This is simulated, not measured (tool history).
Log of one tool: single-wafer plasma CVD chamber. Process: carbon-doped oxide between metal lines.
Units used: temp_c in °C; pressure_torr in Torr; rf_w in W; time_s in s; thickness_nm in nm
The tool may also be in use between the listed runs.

run,hour,temp_c,pressure_torr,rf_w,time_s,thickness_nm
1,0.0,355,4.10,400,33.8,137.59
2,2.3,357,3.93,395,33.8,134.12
3,10.3,359,3.77,390,33.8,130.54
4,17.5,364,3.77,390,33.8,129.54
5,24.9,365,3.63,390,33.8,128.14
6,29.3,366,3.52,390,33.8,127.66
7,33.0,367,3.42,390,33.8,127.18
8,35.2,368,3.34,385,33.8,124.87
9,36.9,369,3.28,385,33.8,123.70
10,37.5,370,3.23,385,33.8,124.03
11,45.8,373,2.91,370,33.8,117.32
12,50.8,372,2.95,370,33.8,117.15

What does the tool deliver on the next run?
13,53.5,371,2.99,370,33.8,?

{"run 13": {"thickness_nm": 116.92}}
